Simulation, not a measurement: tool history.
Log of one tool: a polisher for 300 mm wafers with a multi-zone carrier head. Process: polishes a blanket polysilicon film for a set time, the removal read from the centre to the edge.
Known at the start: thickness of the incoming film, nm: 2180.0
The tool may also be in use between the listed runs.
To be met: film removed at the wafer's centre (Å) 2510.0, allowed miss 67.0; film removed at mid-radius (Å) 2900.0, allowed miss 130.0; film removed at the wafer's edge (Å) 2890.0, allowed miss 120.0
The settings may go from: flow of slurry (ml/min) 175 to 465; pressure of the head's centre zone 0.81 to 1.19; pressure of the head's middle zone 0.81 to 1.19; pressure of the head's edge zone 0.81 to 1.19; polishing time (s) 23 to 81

run,day,flow of slurry (ml/min),pressure of the head's centre zone,pressure of the head's middle zone,pressure of the head's edge zone,polishing time (s),film removed at the wafer's centre (Å),film removed at mid-radius (Å),film removed at the wafer's edge (Å)
1,0.000,295,1.00,1.00,1.00,52,3962.0,3913.2,3876.6
2,0.250,295,1.04,1.00,1.00,52,4070.4,3943.9,3893.9
3,0.400,255,1.04,1.00,1.00,52,3978.2,3860.2,3812.8
4,0.471,235,0.97,1.00,1.00,48,3431.0,3490.7,3480.8
5,0.721,235,0.90,1.00,1.00,48,3152.2,3586.9,3423.7
6,0.975,235,0.87,1.00,1.00,48,3092.5,3568.1,3437.4
7,1.012,225,0.85,0.98,0.99,46,2857.6,3244.4,3275.8
8,1.342,215,0.84,0.98,0.97,45,2762.0,3161.8,3149.6
9,1.700,210,0.83,0.98,0.96,44,2611.8,3151.0,3123.4
10,1.846,220,0.85,0.98,0.94,43,2657.9,3084.4,2978.5
11,2.146,215,0.84,0.97,0.93,43,2627.0,3058.3,2977.7
12,2.492,215,0.84,0.97,0.93,43,2609.4,3007.5,2967.3
13,2.808,210,0.83,0.97,0.92,43,2555.5,3073.7,2990.7

4 next moves are on the table. One of them brings every result within its allowed miss. Which?
A,3.125,225,0.84,0.84,1.01,42,?,?,?
B,3.125,180,0.92,0.94,0.92,42,?,?,?
C,3.125,190,0.82,0.99,0.96,44,?,?,?
D,3.125,275,0.81,0.91,0.86,41,?,?,?

move,film removed at the wafer's centre (Å),film removed at mid-radius (Å),film removed at the wafer's edge (Å)
A,2536.5,2685.5,2968.5
B,2664.0,2834.8,2778.9
C,2515.1,3135.8,2979.4
D,2460.3,2877.6,2779.4
A: takes the result that was furthest off past its target
B: brings the result that was furthest off to its target, and leaves another outside
C: further off than the last run
D: meets every target
Answer: D
